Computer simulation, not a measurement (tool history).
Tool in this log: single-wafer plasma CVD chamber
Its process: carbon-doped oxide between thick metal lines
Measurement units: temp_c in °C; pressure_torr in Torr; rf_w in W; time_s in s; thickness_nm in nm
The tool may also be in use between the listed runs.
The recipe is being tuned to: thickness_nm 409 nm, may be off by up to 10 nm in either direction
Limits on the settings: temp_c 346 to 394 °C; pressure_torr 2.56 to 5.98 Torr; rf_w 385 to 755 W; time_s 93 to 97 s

| run | hour | temp_c | pressure_torr | rf_w | time_s | thickness_nm |
|---|---|---|---|---|---|---|
| 1 | 0 | 370 | 4.27 | 570 | 97 | 513.37 |
| 2 | 1.6 | 370 | 4.13 | 535 | 96 | 479.28 |
| 3 | 9.7 | 370 | 3.91 | 520 | 96 | 459.78 |
| 4 | 14.3 | 370 | 3.69 | 515 | 96 | 449.49 |
| 5 | 15.3 | 363 | 3.69 | 515 | 96 | 460.33 |
| 6 | 19.7 | 363 | 3.4 | 515 | 96 | 457.82 |
| 7 | 28.2 | 365 | 3.23 | 510 | 96 | 442.04 |
| 8 | 30.8 | 367 | 3.11 | 510 | 96 | 441.36 |
| 9 | 37.3 | 368 | 3 | 505 | 96 | 437.42 |
| 10 | 46.1 | 368 | 2.93 | 500 | 96 | 433.04 |
| 11 | 48.4 | 368 | 2.87 | 495 | 96 | 430.85 |
| 12 | 53.6 | 368 | 2.83 | 490 | 96 | 419.4 |
| 13 | 60.1 | 368 | 2.78 | 490 | 96 | 421.51 |
| 14 | 65 | 369 | 2.61 | 465 | 96 | 392.18 |
| 15 | 68 | 368 | 2.68 | 465 | 96 | 395.44 |
| 16 | 69 | 368 | 2.74 | 465 | 96 | 396.87 |
| 17 | 75.7 | 368 | 2.79 | 465 | 96 | 397.24 |

Next run, 5 choices. One meets every target within its allowed miss, the rest don't. Which?
| A | 82.4 | 368 | 2.73 | 435 | 95 | ? |
| B | 82.4 | 366 | 2.88 | 440 | 96 | ? |
| C | 82.4 | 367 | 2.73 | 445 | 96 | ? |
| D | 82.4 | 370 | 3.73 | 440 | 93 | ? |
| E | 82.4 | 375 | 2.66 | 480 | 97 | ? |

| move | thickness_nm |
|---|---|
| A | 366.01 |
| B | 378.54 |
| C | 380.18 |
| D | 375.6 |
| E | 408.77 |
A: misses by more than the last run did
B: misses by more than the last run did
C: misses by more than the last run did
D: misses by more than the last run did
E: all results land within tolerance of their targets
E is the move that brings every result within its allowed miss.
